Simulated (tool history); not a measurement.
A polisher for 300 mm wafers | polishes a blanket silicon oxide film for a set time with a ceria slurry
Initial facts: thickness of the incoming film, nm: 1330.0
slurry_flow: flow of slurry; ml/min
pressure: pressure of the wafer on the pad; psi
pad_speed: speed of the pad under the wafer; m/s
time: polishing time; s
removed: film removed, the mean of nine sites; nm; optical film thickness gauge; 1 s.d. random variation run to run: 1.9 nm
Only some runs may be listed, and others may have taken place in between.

run    day  slurry_flow  pressure  pad_speed  time  removed
  1      0          255       2.8       1.16    96   526.83
  2  0.083          255       2.5       1.14    96   466.61
  3  0.417          255       2.5          1    96   416.28
  4  0.554          310       2.5          1    96   423.01
  5  0.583          310       2.9          1    96   478.36
  6  0.888          310       2.9          1   101   506.96
  7  1.217          310       2.6       0.98   101   451.53
  8  1.512          310       2.3       0.98   101   405.79

Predict the results of run 9:
  9  1.538          310       2.1       0.98   101        ?

{"run 9": {"removed": 380.84}}
